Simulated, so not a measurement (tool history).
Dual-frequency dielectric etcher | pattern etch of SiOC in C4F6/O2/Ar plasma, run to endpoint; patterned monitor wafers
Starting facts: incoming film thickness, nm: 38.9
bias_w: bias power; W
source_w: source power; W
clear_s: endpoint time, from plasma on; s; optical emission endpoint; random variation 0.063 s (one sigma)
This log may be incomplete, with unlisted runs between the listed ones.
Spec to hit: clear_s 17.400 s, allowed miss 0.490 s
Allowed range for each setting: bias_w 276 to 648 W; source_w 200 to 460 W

run	hour	bias_w	source_w	clear_s
1	0.0	462	330	14.584
2	7.3	494	330	14.099
3	15.1	494	290	14.810
4	22.6	546	290	14.318
5	29.6	495	270	15.223
6	36.5	461	260	15.791
7	45.3	436	250	16.388
8	50.3	421	250	16.701
9	55.4	411	250	16.727

4 next moves are on the table. One of them brings every result within its allowed miss. Which?
A	60.5	302	300	?
B	60.5	432	270	?
C	60.5	504	220	?
D	60.5	458	270	?

move	clear_s
A	17.556
B	15.987
C	16.215
D	15.636
A: hits every target within its allowed miss
B: moves away from the targets compared with the last run
C: moves away from the targets compared with the last run
D: moves away from the targets compared with the last run
Move A is the one to make.
